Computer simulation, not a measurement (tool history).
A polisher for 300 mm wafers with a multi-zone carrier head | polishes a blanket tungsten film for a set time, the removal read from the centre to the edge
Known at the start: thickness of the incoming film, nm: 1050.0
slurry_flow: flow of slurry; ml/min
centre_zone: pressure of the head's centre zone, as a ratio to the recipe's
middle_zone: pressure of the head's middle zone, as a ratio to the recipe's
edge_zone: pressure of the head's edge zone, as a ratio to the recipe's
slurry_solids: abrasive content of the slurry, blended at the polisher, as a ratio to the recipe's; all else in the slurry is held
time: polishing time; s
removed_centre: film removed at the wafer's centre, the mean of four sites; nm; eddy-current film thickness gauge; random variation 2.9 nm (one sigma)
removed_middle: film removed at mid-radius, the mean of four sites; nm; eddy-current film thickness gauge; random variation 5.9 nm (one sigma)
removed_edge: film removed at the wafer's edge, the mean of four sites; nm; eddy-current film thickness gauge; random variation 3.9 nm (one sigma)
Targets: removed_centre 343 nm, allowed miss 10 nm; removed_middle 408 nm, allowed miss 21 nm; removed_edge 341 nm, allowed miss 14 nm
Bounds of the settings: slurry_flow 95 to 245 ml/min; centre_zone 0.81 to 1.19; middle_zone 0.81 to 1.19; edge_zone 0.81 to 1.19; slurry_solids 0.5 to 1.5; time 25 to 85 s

run  hour  slurry_flow  centre_zone  middle_zone  edge_zone  slurry_solids  time  removed_centre  removed_middle  removed_edge
  1     0          155            1            1          1              1    55          283.89          288.57        299.81
  2   2.1          165            1         1.03          1           1.05    55          291.81          294.33        310.88
  3   7.4          155            1         1.06       0.97           1.05    57          303.49          316.24        318.28
  4  10.2          150            1         1.08       0.94           1.05    58          300.58           312.5        311.09
  5  13.6          160         0.99          1.1       0.92           1.05    59          307.61          333.85        312.16
  6  19.1          160         0.99          1.1       0.92           1.05    46          240.35          269.48        246.69
     20.3  -- edge zone pressure recalibrated
  7  20.3          170         0.99         1.11       0.91            1.1    48          258.31          283.42        246.78
  8  24.3          175         0.98         1.12       0.93           1.15    50          267.94          294.66        263.77
  9  29.5          180         0.96         1.13       0.92            1.2    52          279.11          315.87        272.32
 10  35.8          220         0.96         1.19       1.02           1.45    57          327.93          394.59        336.71

4 next moves are on the table. One of them brings every result within its allowed miss. Which?
  A  42.1          215         0.88         1.19          1            1.5    57               ?               ?             ?
  B  42.1          205         0.92         1.19          1            1.3    60               ?               ?             ?
  C  42.1          215         0.84         1.14       1.12            1.4    58               ?               ?             ?
  D  42.1          215         0.98         1.19          1            1.4    59               ?               ?             ?

move  removed_centre  removed_middle  removed_edge
   A          312.95          397.73        340.61
   B          324.73          399.76        342.88
   C          301.91          382.41        359.78
   D          343.73          403.54        345.73
A: further off than the last run
B: further off than the last run
C: further off than the last run
D: meets every target
Move D is the one to make.
